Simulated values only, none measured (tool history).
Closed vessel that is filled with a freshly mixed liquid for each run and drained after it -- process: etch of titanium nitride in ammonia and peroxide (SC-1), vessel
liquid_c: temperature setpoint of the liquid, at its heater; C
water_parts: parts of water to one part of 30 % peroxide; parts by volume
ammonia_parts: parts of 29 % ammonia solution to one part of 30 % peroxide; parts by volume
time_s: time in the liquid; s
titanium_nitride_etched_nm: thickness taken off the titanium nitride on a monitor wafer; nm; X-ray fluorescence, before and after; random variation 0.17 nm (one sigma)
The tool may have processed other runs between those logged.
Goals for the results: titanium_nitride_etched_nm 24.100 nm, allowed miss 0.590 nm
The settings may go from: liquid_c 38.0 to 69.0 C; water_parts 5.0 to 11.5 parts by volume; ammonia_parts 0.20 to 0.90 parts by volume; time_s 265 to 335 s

run  hour  liquid_c  water_parts  ammonia_parts  time_s  titanium_nitride_etched_nm
  1   0.0      53.0          6.5           0.50     335                      31.194
  2   5.4      53.0          6.5           0.50     265                      24.707
  3   6.2      53.0          8.0           0.50     265                      22.263
  4   8.8      53.0          9.0           0.50     265                      20.716
  5   9.9      54.0          9.0           0.50     265                      22.483
  6  16.4      57.5          9.0           0.50     265                      28.261
  7  21.6      56.5          9.0           0.50     265                      26.558
  8  26.9      56.0          9.0           0.50     265                      25.922
  9  32.6      55.5          9.0           0.50     265                      24.944

Which single option among these 4 for the next run brings every result within its allowed miss of target? Just one does.
  A  38.3      52.0          7.0           0.55     285                           ?
  B  38.3      56.0          8.5           0.35     270                           ?
  C  38.3      55.0          9.5           0.45     310                           ?
  D  38.3      55.5          8.5           0.50     265                           ?

move  titanium_nitride_etched_nm
   A                      24.294
   B                      25.350
   C                      26.851
   D                      25.603
A: all results land within tolerance of their targets
B: its largest miss is bigger than the last run's
C: its largest miss is bigger than the last run's
D: its largest miss is bigger than the last run's
Move A is the one to make.
